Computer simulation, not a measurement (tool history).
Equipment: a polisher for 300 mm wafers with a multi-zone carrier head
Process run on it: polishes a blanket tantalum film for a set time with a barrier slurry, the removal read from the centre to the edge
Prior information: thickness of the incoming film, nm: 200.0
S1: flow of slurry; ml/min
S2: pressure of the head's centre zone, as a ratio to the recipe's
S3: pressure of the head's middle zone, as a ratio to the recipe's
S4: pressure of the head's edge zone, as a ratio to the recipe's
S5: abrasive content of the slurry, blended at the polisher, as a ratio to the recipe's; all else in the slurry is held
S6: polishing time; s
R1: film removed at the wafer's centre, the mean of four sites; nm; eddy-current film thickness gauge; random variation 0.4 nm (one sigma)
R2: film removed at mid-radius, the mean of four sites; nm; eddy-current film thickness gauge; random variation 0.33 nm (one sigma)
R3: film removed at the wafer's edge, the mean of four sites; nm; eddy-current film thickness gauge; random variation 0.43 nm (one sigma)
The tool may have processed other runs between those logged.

run,day,S1,S2,S3,S4,S5,S6,R1,R2,R3
1,0,230,1,1,1,1,61,77.785,76.362,75.994
2,0.121,230,1,1,1,0.8,61,72.858,73.221,71.344
3,0.183,230,1,1,0.94,0.8,61,73.758,72.637,69.543
4,0.504,230,1,1,0.94,0.9,61,75.374,74.211,71.202
5,0.862,230,1,1,0.94,0.9,70,86.183,86.545,81.89
6,0.971,230,0.99,1,0.92,0.85,65,78.847,79.097,75.418

Run 7 comes next. What will it give?
7,1.275,230,1.01,1.1,0.82,0.6,48,?,?,?

{"run 7": {"R1": 54.414, "R2": 57.526, "R3": 47.745}}
